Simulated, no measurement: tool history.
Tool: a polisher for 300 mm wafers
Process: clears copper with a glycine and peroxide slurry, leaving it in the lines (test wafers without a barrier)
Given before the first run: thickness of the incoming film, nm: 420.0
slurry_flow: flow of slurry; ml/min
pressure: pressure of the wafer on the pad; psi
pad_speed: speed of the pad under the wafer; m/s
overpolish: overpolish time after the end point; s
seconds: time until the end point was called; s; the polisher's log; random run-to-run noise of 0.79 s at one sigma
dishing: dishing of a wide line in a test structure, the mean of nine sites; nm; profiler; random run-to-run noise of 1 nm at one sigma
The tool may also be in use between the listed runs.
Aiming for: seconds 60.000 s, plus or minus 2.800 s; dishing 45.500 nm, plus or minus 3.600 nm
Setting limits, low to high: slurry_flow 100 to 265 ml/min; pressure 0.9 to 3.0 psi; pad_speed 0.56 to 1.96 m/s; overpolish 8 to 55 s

run	hour	slurry_flow	pressure	pad_speed	overpolish	seconds	dishing
1	0.0	170	1.9	1.26	28	90.775	83.712
2	8.1	185	1.8	1.38	24	88.909	74.882
3	9.4	230	1.8	1.38	24	87.988	79.310
4	14.1	205	1.8	1.48	21	88.305	73.295
5	21.3	205	1.6	1.48	21	94.557	65.347
6	26.5	185	1.7	1.56	19	89.137	67.407
7	29.6	170	1.8	1.64	17	82.706	64.258
8	35.1	160	1.9	1.70	15	79.107	60.194
9	41.4	150	2.0	1.74	14	76.041	57.793
10	42.4	140	2.1	1.78	13	72.532	56.058
11	44.7	135	2.2	1.80	12	69.699	52.471
12	47.3	135	2.3	1.80	11	67.053	53.328
13	52.4	130	2.4	1.78	10	67.093	50.558
14	53.1	125	2.5	1.78	10	65.363	49.111
15	56.3	125	2.6	1.78	10	62.554	52.748

Exercise: of the 5 proposed moves below, exactly one satisfies all targets within the stated allowed misses. Which move is it?
A	59.5	100	2.7	1.60	14	?	?
B	59.5	145	2.4	1.62	16	?	?
C	59.5	130	2.9	1.66	8	?	?
D	59.5	115	2.4	1.78	14	?	?
E	59.5	115	2.6	1.72	14	?	?

move	seconds	dishing
A	67.184	66.335
B	67.796	72.319
C	58.170	47.334
D	67.235	65.639
E	64.172	68.478
A: further off than the last run
B: further off than the last run
C: every result within its allowed miss
D: further off than the last run
E: further off than the last run
Go with C: it meets all targets.
